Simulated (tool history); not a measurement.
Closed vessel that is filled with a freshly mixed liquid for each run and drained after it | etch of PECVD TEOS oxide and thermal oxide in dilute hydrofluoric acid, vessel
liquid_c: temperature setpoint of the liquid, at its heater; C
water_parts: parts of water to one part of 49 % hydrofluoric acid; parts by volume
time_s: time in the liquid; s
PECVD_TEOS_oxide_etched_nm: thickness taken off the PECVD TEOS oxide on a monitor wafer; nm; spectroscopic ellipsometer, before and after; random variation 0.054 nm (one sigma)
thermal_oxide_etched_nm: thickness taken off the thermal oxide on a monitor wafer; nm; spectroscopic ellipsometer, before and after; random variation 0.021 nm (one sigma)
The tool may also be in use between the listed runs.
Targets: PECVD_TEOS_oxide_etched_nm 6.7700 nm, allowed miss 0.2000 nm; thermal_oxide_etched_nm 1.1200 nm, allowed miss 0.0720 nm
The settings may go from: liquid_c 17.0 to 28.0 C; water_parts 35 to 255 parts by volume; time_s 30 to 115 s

{"run": 1, "day": 0.0, "liquid_c": 20.0, "water_parts": 145, "time_s": 60, "PECVD_TEOS_oxide_etched_nm": 9.4761, "thermal_oxide_etched_nm": 1.5581}
{"run": 2, "day": 0.15, "liquid_c": 20.0, "water_parts": 115, "time_s": 60, "PECVD_TEOS_oxide_etched_nm": 12.158, "thermal_oxide_etched_nm": 2.0553}
{"run": 3, "day": 0.308, "liquid_c": 20.0, "water_parts": 115, "time_s": 70, "PECVD_TEOS_oxide_etched_nm": 14.364, "thermal_oxide_etched_nm": 2.4032}
{"run": 4, "day": 0.438, "liquid_c": 19.5, "water_parts": 135, "time_s": 70, "PECVD_TEOS_oxide_etched_nm": 11.679, "thermal_oxide_etched_nm": 1.973}
{"run": 5, "day": 0.542, "liquid_c": 19.0, "water_parts": 150, "time_s": 70, "PECVD_TEOS_oxide_etched_nm": 10.112, "thermal_oxide_etched_nm": 1.6795}
{"run": 6, "day": 0.9, "liquid_c": 18.5, "water_parts": 160, "time_s": 70, "PECVD_TEOS_oxide_etched_nm": 9.2828, "thermal_oxide_etched_nm": 1.468}
{"run": 7, "day": 1.167, "liquid_c": 19.0, "water_parts": 170, "time_s": 70, "PECVD_TEOS_oxide_etched_nm": 8.7288, "thermal_oxide_etched_nm": 1.4749}
{"run": 8, "day": 1.342, "liquid_c": 17.0, "water_parts": 190, "time_s": 70, "PECVD_TEOS_oxide_etched_nm": 7.0653, "thermal_oxide_etched_nm": 1.1894}

Which of these 4 next moves meets every target?
{"run": "A", "day": 1.517, "liquid_c": 17.5, "water_parts": 190, "time_s": 65, "PECVD_TEOS_oxide_etched_nm": "?", "thermal_oxide_etched_nm": "?"}
{"run": "B", "day": 1.517, "liquid_c": 28.0, "water_parts": 185, "time_s": 45, "PECVD_TEOS_oxide_etched_nm": "?", "thermal_oxide_etched_nm": "?"}
{"run": "C", "day": 1.517, "liquid_c": 22.5, "water_parts": 210, "time_s": 65, "PECVD_TEOS_oxide_etched_nm": "?", "thermal_oxide_etched_nm": "?"}
{"run": "D", "day": 1.517, "liquid_c": 23.0, "water_parts": 165, "time_s": 50, "PECVD_TEOS_oxide_etched_nm": "?", "thermal_oxide_etched_nm": "?"}

move=A PECVD_TEOS_oxide_etched_nm=6.6414 thermal_oxide_etched_nm=1.1527
move=B PECVD_TEOS_oxide_etched_nm=7.0593 thermal_oxide_etched_nm=1.2252
move=C PECVD_TEOS_oxide_etched_nm=7.1469 thermal_oxide_etched_nm=1.2404
move=D PECVD_TEOS_oxide_etched_nm=7.4791 thermal_oxide_etched_nm=1.2981
A: meets every target
B: as far off as the last run
C: further off than the last run
D: further off than the last run
Answer: A
